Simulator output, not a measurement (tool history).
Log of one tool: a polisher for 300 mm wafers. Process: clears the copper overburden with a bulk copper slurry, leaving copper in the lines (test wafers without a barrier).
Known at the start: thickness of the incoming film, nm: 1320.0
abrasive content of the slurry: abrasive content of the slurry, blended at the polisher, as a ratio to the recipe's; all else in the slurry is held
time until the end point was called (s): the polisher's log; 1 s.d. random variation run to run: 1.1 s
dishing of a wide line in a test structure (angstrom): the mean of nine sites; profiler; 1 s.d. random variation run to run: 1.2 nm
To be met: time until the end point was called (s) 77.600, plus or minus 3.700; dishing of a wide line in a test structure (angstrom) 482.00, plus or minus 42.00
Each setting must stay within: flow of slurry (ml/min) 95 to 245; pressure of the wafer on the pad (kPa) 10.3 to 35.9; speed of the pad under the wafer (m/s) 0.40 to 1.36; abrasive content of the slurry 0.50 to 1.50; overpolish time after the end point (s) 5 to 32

| run | day | flow of slurry (ml/min) | pressure of the wafer on the pad (kPa) | speed of the pad under the wafer (m/s) | abrasive content of the slurry | overpolish time after the end point (s) | time until the end point was called (s) | dishing of a wide line in a test structure (angstrom) |
|---|---|---|---|---|---|---|---|---|
| 1 | 0.000 | 155 | 22.8 | 0.88 | 1.00 | 16 | 113.250 | 750.12 |
| 2 | 0.367 | 155 | 20.0 | 0.88 | 1.00 | 16 | 122.810 | 697.50 |
| 3 | 0.583 | 155 | 23.4 | 0.88 | 1.00 | 16 | 108.100 | 750.96 |
| 4 | 0.750 | 160 | 23.4 | 0.96 | 1.00 | 12 | 97.732 | 718.00 |
| 5 | 0.779 | 160 | 27.6 | 0.96 | 1.00 | 12 | 88.200 | 761.03 |
| 6 | 1.058 | 160 | 27.6 | 0.96 | 1.20 | 12 | 83.364 | 790.78 |
| 7 | 1.121 | 160 | 25.5 | 1.06 | 1.00 | 10 | 84.554 | 720.49 |
| 8 | 1.271 | 155 | 24.1 | 1.16 | 0.90 | 8 | 82.942 | 624.73 |
| 9 | 1.492 | 135 | 24.1 | 1.22 | 0.80 | 7 | 83.573 | 577.91 |
| 10 | 1.821 | 120 | 24.8 | 1.26 | 0.70 | 6 | 85.854 | 492.14 |
| 11 | 2.146 | 125 | 25.5 | 1.26 | 0.65 | 6 | 85.620 | 513.94 |
| 12 | 2.483 | 100 | 24.8 | 1.30 | 0.90 | 5 | 82.929 | 459.94 |

Which of these 4 next moves meets every target?
| A | 2.821 | 95 | 23.4 | 1.24 | 1.05 | 6 | ? | ? |
| B | 2.821 | 120 | 24.8 | 1.36 | 1.00 | 5 | ? | ? |
| C | 2.821 | 95 | 26.9 | 1.36 | 0.75 | 5 | ? | ? |
| D | 2.821 | 105 | 26.2 | 1.16 | 0.90 | 5 | ? | ? |

| move | time until the end point was called (s) | dishing of a wide line in a test structure (angstrom) |
|---|---|---|
| A | 83.790 | 492.32 |
| B | 69.749 | 494.06 |
| C | 76.602 | 464.41 |
| D | 83.727 | 434.97 |
A: the biggest miss grows against the last run
B: pushes the last run's worst result past its target
C: every result lands within tolerance
D: the biggest miss grows against the last run
Go with C: it meets all targets.
